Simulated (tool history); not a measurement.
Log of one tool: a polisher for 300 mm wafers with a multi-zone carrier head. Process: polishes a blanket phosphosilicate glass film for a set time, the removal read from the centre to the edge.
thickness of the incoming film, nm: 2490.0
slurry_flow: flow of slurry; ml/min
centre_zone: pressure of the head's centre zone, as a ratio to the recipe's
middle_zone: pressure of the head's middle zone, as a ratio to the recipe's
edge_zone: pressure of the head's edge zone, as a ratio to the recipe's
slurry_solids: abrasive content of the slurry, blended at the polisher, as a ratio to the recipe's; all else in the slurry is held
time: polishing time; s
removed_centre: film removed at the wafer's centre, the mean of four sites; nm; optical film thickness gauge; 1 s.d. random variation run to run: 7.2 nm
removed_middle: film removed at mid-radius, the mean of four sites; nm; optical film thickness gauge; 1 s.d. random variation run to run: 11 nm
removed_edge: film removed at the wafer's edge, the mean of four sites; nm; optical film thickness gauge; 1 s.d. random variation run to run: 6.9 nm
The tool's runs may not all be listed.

Run 1, hour 0: slurry_flow 280 ml/min, centre_zone 1, middle_zone 1, edge_zone 1, slurry_solids 1, time 72 s. Result: removed_centre 897.17 nm, removed_middle 877.95 nm, removed_edge 917.1 nm.
Run 2, hour 0.7: slurry_flow 280 ml/min, centre_zone 1, middle_zone 0.98, edge_zone 0.96, slurry_solids 0.95, time 72 s. Result: removed_centre 868.1 nm, removed_middle 855.94 nm, removed_edge 892.5 nm.
Run 3, hour 2.4: slurry_flow 280 ml/min, centre_zone 1, middle_zone 0.92, edge_zone 0.96, slurry_solids 0.95, time 72 s. Result: removed_centre 870.6 nm, removed_middle 815.5 nm, removed_edge 870.36 nm.
Run 4, hour 5: slurry_flow 335 ml/min, centre_zone 1, middle_zone 0.92, edge_zone 0.96, slurry_solids 0.95, time 72 s. Result: removed_centre 880.58 nm, removed_middle 811.12 nm, removed_edge 886.8 nm.
Run 5, hour 7.5: slurry_flow 335 ml/min, centre_zone 1, middle_zone 0.92, edge_zone 0.96, slurry_solids 0.9, time 72 s. Result: removed_centre 867.45 nm, removed_middle 786.44 nm, removed_edge 843.78 nm.
Run 6, hour 15.9: slurry_flow 335 ml/min, centre_zone 1.04, middle_zone 0.92, edge_zone 0.96, slurry_solids 0.9, time 72 s. Result: removed_centre 881.79 nm, removed_middle 794.52 nm, removed_edge 852.84 nm.
Run 7, hour 17.8: slurry_flow 335 ml/min, centre_zone 1.03, middle_zone 0.92, edge_zone 0.94, slurry_solids 0.85, time 72 s. Result: removed_centre 837.96 nm, removed_middle 757.35 nm, removed_edge 800.65 nm.
Run 8, hour 19.1: slurry_flow 335 ml/min, centre_zone 1.02, middle_zone 0.92, edge_zone 0.92, slurry_solids 0.85, time 72 s. Result: removed_centre 824.15 nm, removed_middle 752.35 nm, removed_edge 800.85 nm.
Run 9, hour 24.6: slurry_flow 335 ml/min, centre_zone 1.02, middle_zone 0.92, edge_zone 0.9, slurry_solids 0.85, time 72 s. Result: removed_centre 841.72 nm, removed_middle 763.87 nm, removed_edge 788.31 nm.

For run 10, what comes out?
Run 10, hour 31: slurry_flow 335 ml/min, centre_zone 1.02, middle_zone 0.92, edge_zone 0.9, slurry_solids 0.85, time 72 s. Result: removed_centre ?, removed_middle ?, removed_edge ?.

removed_centre: 831.35 nm
removed_middle: 746.21 nm
removed_edge: 793.26 nm
